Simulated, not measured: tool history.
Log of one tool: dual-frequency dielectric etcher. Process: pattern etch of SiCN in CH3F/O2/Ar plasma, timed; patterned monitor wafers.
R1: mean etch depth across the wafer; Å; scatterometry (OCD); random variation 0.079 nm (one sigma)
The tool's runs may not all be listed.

Run 1, hour 0.0: source power (W) 370, bias power (W) 85, etch time (s) 91.5. Result: R1 364.94 Å.
Run 2, hour 3.9: source power (W) 370, bias power (W) 94, etch time (s) 91.5. Result: R1 376.22 Å.
Run 3, hour 5.5: source power (W) 410, bias power (W) 94, etch time (s) 91.5. Result: R1 389.76 Å.
Run 4, hour 11.7: source power (W) 380, bias power (W) 94, etch time (s) 91.5. Result: R1 379.81 Å.
Run 5, hour 15.2: source power (W) 350, bias power (W) 94, etch time (s) 91.5. Result: R1 371.08 Å.
Run 6, hour 23.6: source power (W) 350, bias power (W) 94, etch time (s) 91.5. Result: R1 370.11 Å.
Run 7, hour 25.5: source power (W) 340, bias power (W) 93, etch time (s) 91.5. Result: R1 365.06 Å.
Run 8, hour 31.1: source power (W) 330, bias power (W) 92, etch time (s) 91.5. Result: R1 361.09 Å.

Forecast run 9:
Run 9, hour 33.9: source power (W) 320, bias power (W) 91, etch time (s) 91.5. Result: R1 ?.

{"run 9": {"R1": 355.37}}

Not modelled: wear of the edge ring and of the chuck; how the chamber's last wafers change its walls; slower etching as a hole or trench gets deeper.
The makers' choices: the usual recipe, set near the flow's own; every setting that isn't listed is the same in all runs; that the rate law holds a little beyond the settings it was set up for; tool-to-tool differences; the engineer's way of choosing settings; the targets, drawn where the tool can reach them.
